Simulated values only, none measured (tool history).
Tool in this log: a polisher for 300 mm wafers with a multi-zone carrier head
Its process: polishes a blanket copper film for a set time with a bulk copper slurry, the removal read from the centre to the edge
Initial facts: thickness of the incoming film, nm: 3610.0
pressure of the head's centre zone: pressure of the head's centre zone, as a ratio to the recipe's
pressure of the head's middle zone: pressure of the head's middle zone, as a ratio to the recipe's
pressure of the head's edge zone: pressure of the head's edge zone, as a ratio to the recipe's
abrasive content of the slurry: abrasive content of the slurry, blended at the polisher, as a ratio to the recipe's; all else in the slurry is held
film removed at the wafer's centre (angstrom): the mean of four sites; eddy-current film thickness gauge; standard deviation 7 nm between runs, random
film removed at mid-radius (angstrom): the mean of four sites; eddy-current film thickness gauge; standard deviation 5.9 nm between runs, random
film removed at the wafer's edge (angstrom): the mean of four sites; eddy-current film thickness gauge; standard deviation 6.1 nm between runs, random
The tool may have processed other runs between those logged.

run  hour  flow of slurry (ml/min)  pressure of the head's centre zone  pressure of the head's middle zone  pressure of the head's edge zone  abrasive content of the slurry  polishing time (s)  film removed at the wafer's centre (angstrom)  film removed at mid-radius (angstrom)  film removed at the wafer's edge (angstrom)
  1     0                      145                                   1                                   1                                 1                               1                  79                                         9320.4                                 9538.1                                         8784
  2   5.4                      145                                   1                                   1                                 1                            0.85                  79                                         9056.1                                 9196.1                                       8614.4
  3  10.1                      145                                   1                                   1                                 1                            0.85                  62                                         7056.3                                 7249.2                                       6722.8
  4  16.4                      145                                1.03                                   1                                 1                            0.85                  62                                         7273.6                                   7261                                       6716.8
  5  24.2                      120                                1.03                                   1                                 1                            0.85                  62                                         6983.1                                 6977.8                                         6392
  6  30.7                      120                                1.03                                0.95                                 1                            0.85                  62                                         6892.1                                 6618.2                                       6414.3
  7  36.7                      130                                1.02                                0.97                              0.99                            0.85                  62                                         7058.7                                 6865.9                                       6552.4
  8  44.6                      140                                1.01                                0.99                              0.99                            0.85                  62                                         7045.8                                 7120.5                                       6660.1
  9  47.6                      150                                   1                                1.01                              0.98                            0.85                  62                                         7170.9                                 7351.5                                       6699.5
 10    52                      155                                0.99                                1.03                              0.98                            0.85                  62                                         7146.1                                 7426.7                                         6804
 11  52.9                      160                                0.98                                1.05                              0.98                            0.85                  62                                         7133.7                                   7765                                       6651.5
 12    59                      200                                0.92                                1.07                              1.08                            0.95                  62                                         7135.4                                   8131                                       7469.5
 13  67.5                      200                                0.92                                1.08                              1.07                            0.95                  62                                         7202.7                                 8410.6                                       7353.5

What does the tool deliver on the next run?
 14    73                      205                                0.92                                 1.1                              1.05                             0.9                  62                                              ?                                      ?                                            ?

{"run 14": {"film removed at the wafer's centre (angstrom)": 7171.2, "film removed at mid-radius (angstrom)": 8346.3, "film removed at the wafer's edge (angstrom)": 7188}}

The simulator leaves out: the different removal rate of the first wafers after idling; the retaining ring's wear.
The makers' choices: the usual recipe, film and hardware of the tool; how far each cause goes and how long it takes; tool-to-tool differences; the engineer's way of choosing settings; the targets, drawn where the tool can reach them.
